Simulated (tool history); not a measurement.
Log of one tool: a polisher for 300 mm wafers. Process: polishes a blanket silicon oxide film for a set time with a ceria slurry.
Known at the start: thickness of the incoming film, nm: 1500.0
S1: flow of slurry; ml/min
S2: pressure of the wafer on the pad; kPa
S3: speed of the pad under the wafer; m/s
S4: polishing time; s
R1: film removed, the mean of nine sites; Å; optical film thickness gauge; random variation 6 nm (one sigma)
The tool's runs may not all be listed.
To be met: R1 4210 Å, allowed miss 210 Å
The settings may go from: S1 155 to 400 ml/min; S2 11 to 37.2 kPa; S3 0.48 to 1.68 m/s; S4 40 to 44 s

Run 1, hour 0: S1 255 ml/min, S2 24.1 kPa, S3 1.08 m/s, S4 44 s. Result: R1 2217.9 Å.
Run 2, hour 2.9: S1 255 ml/min, S2 24.1 kPa, S3 1.08 m/s, S4 44 s. Result: R1 2184.9 Å.
Run 3, hour 5.6: S1 255 ml/min, S2 28.3 kPa, S3 1.12 m/s, S4 44 s. Result: R1 2774 Å.
Run 4, hour 13.6: S1 280 ml/min, S2 28.3 kPa, S3 1.12 m/s, S4 44 s. Result: R1 2671.7 Å.
Run 5, hour 19.2: S1 335 ml/min, S2 28.3 kPa, S3 1.12 m/s, S4 44 s. Result: R1 2791.6 Å.
Run 6, hour 26.9: S1 335 ml/min, S2 22.8 kPa, S3 1.12 m/s, S4 44 s. Result: R1 2265.8 Å.
Run 7, hour 29.5: S1 340 ml/min, S2 29.6 kPa, S3 1.24 m/s, S4 44 s. Result: R1 3235.7 Å.
Run 8, hour 35.8: S1 340 ml/min, S2 31.7 kPa, S3 1.26 m/s, S4 44 s. Result: R1 3490.1 Å.
Run 9, hour 36.5: S1 340 ml/min, S2 33.1 kPa, S3 1.26 m/s, S4 44 s. Result: R1 3600.4 Å.
Run 10, hour 45.2: S1 340 ml/min, S2 34.5 kPa, S3 1.28 m/s, S4 44 s. Result: R1 3812.3 Å.

Which of these 5 next moves meets every target?
Run A, hour 53.9: S1 330 ml/min, S2 35.9 kPa, S3 1.36 m/s, S4 40 s. Result: R1 ?.
Run B, hour 53.9: S1 380 ml/min, S2 37.2 kPa, S3 1.42 m/s, S4 44 s. Result: R1 ?.
Run C, hour 53.9: S1 290 ml/min, S2 37.2 kPa, S3 1.1 m/s, S4 44 s. Result: R1 ?.
Run D, hour 53.9: S1 375 ml/min, S2 34.5 kPa, S3 1.38 m/s, S4 44 s. Result: R1 ?.
Run E, hour 53.9: S1 345 ml/min, S2 31 kPa, S3 1.44 m/s, S4 44 s. Result: R1 ?.

move      R1
   A  3907.5
   B  4691.6
   C    3611
   D  4229.8
   E  3953.4
A: nearer than the last run, and not there yet
B: takes the result that was furthest off past its target
C: further off than the last run
D: meets every target
E: nearer than the last run, and not there yet
Move D is the one to make.

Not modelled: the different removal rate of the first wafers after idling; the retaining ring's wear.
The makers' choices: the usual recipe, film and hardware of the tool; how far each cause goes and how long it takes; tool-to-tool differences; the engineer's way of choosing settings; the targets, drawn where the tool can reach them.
